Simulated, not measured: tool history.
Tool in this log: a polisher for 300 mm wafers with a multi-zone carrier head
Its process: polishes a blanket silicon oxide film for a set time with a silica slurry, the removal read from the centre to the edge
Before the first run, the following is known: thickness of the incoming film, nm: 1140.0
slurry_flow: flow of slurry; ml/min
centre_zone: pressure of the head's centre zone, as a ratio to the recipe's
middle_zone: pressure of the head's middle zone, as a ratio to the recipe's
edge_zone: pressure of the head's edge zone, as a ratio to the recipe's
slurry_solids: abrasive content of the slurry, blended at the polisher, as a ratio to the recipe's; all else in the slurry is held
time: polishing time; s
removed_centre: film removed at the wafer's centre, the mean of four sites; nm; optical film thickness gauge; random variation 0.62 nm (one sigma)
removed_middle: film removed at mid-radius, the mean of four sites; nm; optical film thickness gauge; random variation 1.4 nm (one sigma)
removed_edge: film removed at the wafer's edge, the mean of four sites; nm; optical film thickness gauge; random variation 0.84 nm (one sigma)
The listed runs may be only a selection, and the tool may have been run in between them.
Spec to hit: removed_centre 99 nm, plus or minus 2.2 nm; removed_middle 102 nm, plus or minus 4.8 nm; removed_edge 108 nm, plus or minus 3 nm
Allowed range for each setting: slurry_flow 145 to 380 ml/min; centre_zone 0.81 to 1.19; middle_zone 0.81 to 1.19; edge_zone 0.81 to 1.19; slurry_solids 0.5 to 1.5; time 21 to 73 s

run,hour,slurry_flow,centre_zone,middle_zone,edge_zone,slurry_solids,time,removed_centre,removed_middle,removed_edge
1,0,245,1,1,1,1,47,86.542,89.661,86.482
2,3.1,245,1,1,1,0.9,47,79.152,82.536,80.06
3,6.1,245,1,1,0.95,0.9,47,79.473,80.351,78.129
4,7,210,1,1,0.95,0.9,47,78.347,83.388,77.468
5,9.5,210,1,1.06,0.95,0.9,47,78.362,84.896,78.221
6,12.2,210,1,1.06,0.95,0.9,56,93.275,103.84,92.728
7,13.2,225,1,1.04,0.99,0.9,56,94.478,100.25,95.096
8,16.6,235,1,1.04,1.02,0.9,56,94.397,100.4,95.965
9,22.2,240,1,1.04,1.05,0.9,56,95.061,101.02,99.16
10,25.6,245,1,1.04,1.07,0.9,56,95.586,103.31,100.84
11,28.2,250,1,1.03,1.08,0.9,56,96.073,103.49,98.136
12,35.7,180,0.98,0.94,1.17,1.15,56,106.25,106.87,120.78
13,37.3,180,0.98,0.94,1.15,1.15,56,105.81,107.84,118.28

Exactly one of the 4 candidate moves below puts every result within its allowed miss. Which one?
A,38.9,205,1.17,0.99,1.07,1.05,55,?,?,?
B,38.9,205,1.05,1.04,1.08,1.1,50,?,?,?
C,38.9,225,1.03,1.01,1.19,1.3,46,?,?,?
D,38.9,165,1.04,1.02,1.05,1.05,53,?,?,?

move,removed_centre,removed_middle,removed_edge
A,117.4,104.4,107.91
B,99.691,101.91,101.38
C,99.77,101.12,108.18
D,99.059,100.78,101.16
A: puts the biggest miss on target and leaves a different result outside tolerance
B: moves the result that the last run missed by most past its target, out the other side
C: in spec on every target
D: moves the result that the last run missed by most past its target, out the other side
So the answer is move C, the one that meets all the targets.
